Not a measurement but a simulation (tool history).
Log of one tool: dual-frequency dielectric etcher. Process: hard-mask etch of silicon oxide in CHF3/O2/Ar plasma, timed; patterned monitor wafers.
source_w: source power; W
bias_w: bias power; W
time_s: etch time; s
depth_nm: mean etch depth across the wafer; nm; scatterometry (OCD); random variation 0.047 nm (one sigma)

{"run": 1, "hour": 0.0, "source_w": 630, "bias_w": 161, "time_s": 10, "depth_nm": 18.643}
{"run": 2, "hour": 6.9, "source_w": 630, "bias_w": 171, "time_s": 10, "depth_nm": 19.112}
{"run": 3, "hour": 8.6, "source_w": 580, "bias_w": 167, "time_s": 10, "depth_nm": 18.446}
{"run": 4, "hour": 15.2, "source_w": 540, "bias_w": 167, "time_s": 10, "depth_nm": 18.126}
{"run": 5, "hour": 21.7, "source_w": 540, "bias_w": 150, "time_s": 10, "depth_nm": 17.295}
{"run": 6, "hour": 28.8, "source_w": 540, "bias_w": 150, "time_s": 9, "depth_nm": 15.602}

The next listed run, before its measurement:
{"run": 7, "hour": 36.0, "source_w": 560, "bias_w": 151, "time_s": 9, "depth_nm": "?"}

depth_nm: 15.77 nm

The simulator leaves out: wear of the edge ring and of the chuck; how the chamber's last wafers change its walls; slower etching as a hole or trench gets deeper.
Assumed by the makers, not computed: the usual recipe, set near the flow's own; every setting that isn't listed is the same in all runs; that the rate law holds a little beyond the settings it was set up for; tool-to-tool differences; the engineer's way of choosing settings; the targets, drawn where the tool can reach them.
